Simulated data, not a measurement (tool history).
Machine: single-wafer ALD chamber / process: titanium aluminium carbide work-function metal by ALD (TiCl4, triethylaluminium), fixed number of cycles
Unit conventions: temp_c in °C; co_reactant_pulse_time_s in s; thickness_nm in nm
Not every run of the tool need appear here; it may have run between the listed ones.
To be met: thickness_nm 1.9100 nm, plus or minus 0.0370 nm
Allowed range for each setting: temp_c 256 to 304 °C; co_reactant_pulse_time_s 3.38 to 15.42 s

run	hour	temp_c	co_reactant_pulse_time_s	thickness_nm
1	0.0	280	9.40	1.7338
2	0.6	280	11.14	1.7548
3	9.1	284	11.54	1.8047
4	11.1	288	11.54	1.8224
5	19.7	283	11.54	1.7953
6	24.0	286	11.91	1.8251
7	30.0	288	12.16	1.8277
8	38.8	290	12.55	1.8505
9	40.0	292	12.81	1.8702

Next run, 5 choices. One meets every target within its allowed miss, the rest don't. Which?
A	41.2	291	11.10	?
B	41.2	288	12.28	?
C	41.2	284	11.18	?
D	41.2	284	11.77	?
E	41.2	296	13.12	?

move	thickness_nm
A	1.8581
B	1.8498
C	1.8078
D	1.8151
E	1.9162
A: further off than the last run
B: further off than the last run
C: further off than the last run
D: further off than the last run
E: each result inside its tolerance
Correct choice: E, which meets every target

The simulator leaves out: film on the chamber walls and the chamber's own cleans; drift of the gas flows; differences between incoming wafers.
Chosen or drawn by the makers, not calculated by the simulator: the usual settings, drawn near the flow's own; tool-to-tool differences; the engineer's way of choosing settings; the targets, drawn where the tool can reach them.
